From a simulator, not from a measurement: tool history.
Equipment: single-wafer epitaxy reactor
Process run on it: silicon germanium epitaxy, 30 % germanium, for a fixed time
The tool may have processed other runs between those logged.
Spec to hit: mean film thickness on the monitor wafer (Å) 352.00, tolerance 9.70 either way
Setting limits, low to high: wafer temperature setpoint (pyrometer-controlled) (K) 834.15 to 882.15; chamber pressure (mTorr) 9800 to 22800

run  hour  wafer temperature setpoint (pyrometer-controlled) (K)  chamber pressure (mTorr)  mean film thickness on the monitor wafer (Å)
  1   0.0                                                 858.15                     16300                                        413.13
  2   2.0                                                 857.15                     16300                                        403.36
  3   5.5                                                 861.15                     16300                                        438.73
  4   8.1                                                 867.15                     16300                                        482.65
  5  12.6                                                 864.15                     16200                                        456.45
  6  17.2                                                 870.15                     16200                                        515.31
  7  22.9                                                 866.15                     16100                                        474.81
  8  31.7                                                 863.15                     16000                                        451.82
  9  36.4                                                 861.15                     15900                                        429.43
 10  42.2                                                 859.15                     15900                                        421.63
 11  45.8                                                 857.15                     15800                                        399.61
 12  49.8                                                 856.15                     15800                                        393.96
 13  51.2                                                 855.15                     15800                                        386.07
 14  57.7                                                 854.15                     15800                                        379.29
 15  65.0                                                 853.15                     15800                                        375.25
 16  65.7                                                 852.15                     15800                                        364.33

Exercise: of the 5 proposed moves below, exactly one satisfies all targets within the stated allowed misses. Which move is it?
  A  66.4                                                 857.15                     13400                                             ?
  B  66.4                                                 855.15                     15500                                             ?
  C  66.4                                                 848.15                     15000                                             ?
  D  66.4                                                 848.15                     15400                                             ?
  E  66.4                                                 851.15                     15000                                             ?

move  mean film thickness on the monitor wafer (Å)
   A                                        379.93
   B                                        385.77
   C                                        335.30
   D                                        338.46
   E                                        354.37
A: its largest miss is bigger than the last run's
B: its largest miss is bigger than the last run's
C: takes the result that was furthest off past its target
D: takes the result that was furthest off past its target
E: all results in spec
The right move is E.
